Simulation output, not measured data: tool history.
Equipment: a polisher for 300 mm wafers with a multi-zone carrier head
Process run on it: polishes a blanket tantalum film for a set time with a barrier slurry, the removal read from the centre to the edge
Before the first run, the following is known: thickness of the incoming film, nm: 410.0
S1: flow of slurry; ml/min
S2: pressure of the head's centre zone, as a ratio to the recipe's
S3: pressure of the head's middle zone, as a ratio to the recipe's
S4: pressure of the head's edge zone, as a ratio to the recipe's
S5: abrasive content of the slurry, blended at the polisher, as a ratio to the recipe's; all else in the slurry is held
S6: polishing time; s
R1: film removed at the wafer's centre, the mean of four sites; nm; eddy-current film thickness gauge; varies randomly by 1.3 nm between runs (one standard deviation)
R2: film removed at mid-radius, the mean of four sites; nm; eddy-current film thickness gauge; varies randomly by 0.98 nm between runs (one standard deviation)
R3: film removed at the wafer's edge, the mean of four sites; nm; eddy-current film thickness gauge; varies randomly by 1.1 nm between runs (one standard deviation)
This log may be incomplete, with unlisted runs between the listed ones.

Run 1, hour 0.0: S1 275 ml/min, S2 1.00, S3 1.00, S4 1.00, S5 1.00, S6 50 s. Result: R1 136.89 nm, R2 133.720 nm, R3 133.70 nm.
Run 2, hour 6.9: S1 270 ml/min, S2 1.01, S3 0.94, S4 0.99, S5 0.85, S6 49 s. Result: R1 131.20 nm, R2 121.870 nm, R3 126.22 nm.
Run 3, hour 14.7: S1 270 ml/min, S2 1.01, S3 0.94, S4 0.99, S5 0.65, S6 49 s. Result: R1 122.91 nm, R2 115.340 nm, R3 116.46 nm.
Run 4, hour 20.0: S1 260 ml/min, S2 1.03, S3 0.90, S4 1.01, S5 0.60, S6 47 s. Result: R1 118.82 nm, R2 101.850 nm, R3 109.10 nm.
Run 5, hour 28.8: S1 250 ml/min, S2 1.02, S3 0.87, S4 1.01, S5 0.55, S6 47 s. Result: R1 111.93 nm, R2 97.929 nm, R3 108.34 nm.
Run 6, hour 36.2: S1 250 ml/min, S2 1.02, S3 0.87, S4 1.05, S5 0.55, S6 47 s. Result: R1 114.55 nm, R2 96.244 nm, R3 110.85 nm.

Run 7 has not been measured yet. What should we expect?
Run 7, hour 40.6: S1 245 ml/min, S2 1.03, S3 0.86, S4 1.04, S5 0.55, S6 47 s. Result: R1 ?, R2 ?, R3 ?.

{"run 7": {"R1": 114.19, "R2": 95.782, "R3": 111.33}}
